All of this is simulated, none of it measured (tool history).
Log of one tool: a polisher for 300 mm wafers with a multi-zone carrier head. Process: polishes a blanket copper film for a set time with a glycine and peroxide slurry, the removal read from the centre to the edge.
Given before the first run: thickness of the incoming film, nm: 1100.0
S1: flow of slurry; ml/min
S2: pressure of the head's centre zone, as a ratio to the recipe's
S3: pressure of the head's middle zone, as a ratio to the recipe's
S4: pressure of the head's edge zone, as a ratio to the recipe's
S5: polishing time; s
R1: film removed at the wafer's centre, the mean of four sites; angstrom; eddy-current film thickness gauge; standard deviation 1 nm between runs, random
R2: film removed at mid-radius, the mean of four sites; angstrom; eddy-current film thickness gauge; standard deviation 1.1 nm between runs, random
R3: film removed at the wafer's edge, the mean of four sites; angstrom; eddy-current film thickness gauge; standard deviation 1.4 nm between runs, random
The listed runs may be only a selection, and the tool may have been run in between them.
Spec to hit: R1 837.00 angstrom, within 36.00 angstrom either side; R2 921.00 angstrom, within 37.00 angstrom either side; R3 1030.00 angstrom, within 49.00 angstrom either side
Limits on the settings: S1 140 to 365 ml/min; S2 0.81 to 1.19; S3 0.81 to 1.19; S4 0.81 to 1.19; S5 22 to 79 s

{"run": 1, "day": 0.0, "S1": 235, "S2": 1.0, "S3": 1.0, "S4": 1.0, "S5": 50, "R1": 1874.6, "R2": 1878.7, "R3": 1949.5}
{"run": 2, "day": 0.029, "S1": 235, "S2": 1.0, "S3": 1.0, "S4": 1.0, "S5": 38, "R1": 1382.3, "R2": 1440.3, "R3": 1480.5}
{"run": 3, "day": 0.308, "S1": 235, "S2": 1.0, "S3": 1.0, "S4": 1.0, "S5": 33, "R1": 1209.5, "R2": 1226.1, "R3": 1237.3}
{"run": 4, "day": 0.654, "S1": 235, "S2": 1.07, "S3": 1.0, "S4": 1.0, "S5": 33, "R1": 1300.1, "R2": 1267.6, "R3": 1277.3}
{"run": 5, "day": 0.788, "S1": 235, "S2": 0.98, "S3": 1.0, "S4": 1.0, "S5": 33, "R1": 1182.5, "R2": 1236.4, "R3": 1253.0}
{"run": 6, "day": 0.929, "S1": 255, "S2": 0.98, "S3": 1.0, "S4": 1.0, "S5": 33, "R1": 1190.6, "R2": 1269.0, "R3": 1269.2}
{"run": 7, "day": 0.992, "S1": 250, "S2": 0.95, "S3": 0.98, "S4": 1.01, "S5": 31, "R1": 1100.1, "R2": 1150.6, "R3": 1201.3}
{"run": 8, "day": 1.267, "S1": 250, "S2": 0.95, "S3": 0.98, "S4": 1.01, "S5": 31, "R1": 1122.5, "R2": 1160.9, "R3": 1193.2}
{"run": 9, "day": 1.375, "S1": 235, "S2": 0.92, "S3": 0.98, "S4": 1.04, "S5": 30, "R1": 1042.9, "R2": 1111.8, "R3": 1203.5}
{"run": 10, "day": 1.683, "S1": 230, "S2": 0.9, "S3": 0.97, "S4": 1.03, "S5": 29, "R1": 975.75, "R2": 1054.6, "R3": 1119.8}

5 next moves are on the table. One of them brings every result within its allowed miss. Which?
{"run": "A", "day": 1.992, "S1": 235, "S2": 0.86, "S3": 0.98, "S4": 1.01, "S5": 29, "R1": "?", "R2": "?", "R3": "?"}
{"run": "B", "day": 1.992, "S1": 245, "S2": 0.9, "S3": 0.97, "S4": 1.16, "S5": 25, "R1": "?", "R2": "?", "R3": "?"}
{"run": "C", "day": 1.992, "S1": 285, "S2": 0.88, "S3": 0.99, "S4": 0.95, "S5": 32, "R1": "?", "R2": "?", "R3": "?"}
{"run": "D", "day": 1.992, "S1": 300, "S2": 0.97, "S3": 1.03, "S4": 0.89, "S5": 25, "R1": "?", "R2": "?", "R3": "?"}
{"run": "E", "day": 1.992, "S1": 235, "S2": 0.85, "S3": 1.17, "S4": 1.01, "S5": 26, "R1": "?", "R2": "?", "R3": "?"}

move=A R1=938.85 R2=1064.60 R3=1114.40
move=B R1=851.19 R2=916.13 R3=1034.30
move=C R1=1087.50 R2=1210.70 R3=1215.50
move=D R1=940.11 R2=976.32 R3=924.79
move=E R1=833.08 R2=1077.80 R3=997.14
A: neither nearer nor further off than the last run
B: every result lands within tolerance
C: moves away from the targets compared with the last run
D: closer than the last run, but not yet in spec
E: corrects the largest miss of the last run, while another result sits out of spec
B meets every target.

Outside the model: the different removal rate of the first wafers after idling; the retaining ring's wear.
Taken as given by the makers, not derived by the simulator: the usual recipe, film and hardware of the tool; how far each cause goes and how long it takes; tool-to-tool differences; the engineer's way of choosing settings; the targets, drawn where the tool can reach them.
